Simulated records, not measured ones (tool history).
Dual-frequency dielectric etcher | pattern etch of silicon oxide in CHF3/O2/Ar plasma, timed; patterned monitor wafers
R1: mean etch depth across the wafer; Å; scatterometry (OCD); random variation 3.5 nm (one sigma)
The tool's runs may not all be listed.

{"run": 1, "hour": 0.0, "source power (kW)": 0.84, "bias power (kW)": 0.223, "etch time (s)": 473, "R1": 10044}
{"run": 2, "hour": 6.9, "source power (kW)": 0.84, "bias power (kW)": 0.209, "etch time (s)": 473, "R1": 9789.6}
{"run": 3, "hour": 10.2, "source power (kW)": 0.78, "bias power (kW)": 0.205, "etch time (s)": 472.5, "R1": 9475.2}
{"run": 4, "hour": 15.2, "source power (kW)": 0.78, "bias power (kW)": 0.205, "etch time (s)": 437.5, "R1": 8831}
{"run": 5, "hour": 19.5, "source power (kW)": 0.78, "bias power (kW)": 0.241, "etch time (s)": 437.5, "R1": 9434.2}
{"run": 6, "hour": 22.4, "source power (kW)": 0.78, "bias power (kW)": 0.241, "etch time (s)": 437.5, "R1": 9428.1}
{"run": 7, "hour": 23.5, "source power (kW)": 0.73, "bias power (kW)": 0.239, "etch time (s)": 437.5, "R1": 9305}

Forecast run 8:
{"hour": 32.5, "done": "wet clean of the chamber"}
{"run": 8, "hour": 32.5, "source power (kW)": 0.69, "bias power (kW)": 0.233, "etch time (s)": 437.5, "R1": "?"}

{"run 8": {"R1": 8870.7}}

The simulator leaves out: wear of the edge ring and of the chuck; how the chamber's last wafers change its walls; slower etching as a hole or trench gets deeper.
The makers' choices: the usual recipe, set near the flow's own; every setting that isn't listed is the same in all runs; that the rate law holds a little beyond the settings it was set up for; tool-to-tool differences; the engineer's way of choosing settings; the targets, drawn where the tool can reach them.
